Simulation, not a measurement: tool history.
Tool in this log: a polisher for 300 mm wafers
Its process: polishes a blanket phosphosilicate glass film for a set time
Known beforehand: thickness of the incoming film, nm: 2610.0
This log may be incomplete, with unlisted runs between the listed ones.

run  hour  flow of slurry (ml/min)  pressure of the wafer on the pad (psi)  speed of the pad under the wafer (m/s)  abrasive content of the slurry  polishing time (s)  film removed (Å)
  1     0                      240                                     3.3                                    1.04                               1                  53            4176.2
  2   2.3                      245                                     3.8                                    1.06                               1                  53              4887
  3   4.6                      285                                     3.8                                    1.06                               1                  53            4844.2
  4   8.8                      260                                     3.8                                    1.06                               1                  53            4920.6
  5  16.9                      260                                     3.8                                     1.2                               1                  53            5375.5
  6  21.8                      260                                     4.1                                     1.2                               1                  53            5729.1

Run 7 comes next. What will it give?
  7  30.4                      260                                     4.4                                    1.22                               1                  53                 ?

{"run 7": {"film removed (Å)": 6153.5}}

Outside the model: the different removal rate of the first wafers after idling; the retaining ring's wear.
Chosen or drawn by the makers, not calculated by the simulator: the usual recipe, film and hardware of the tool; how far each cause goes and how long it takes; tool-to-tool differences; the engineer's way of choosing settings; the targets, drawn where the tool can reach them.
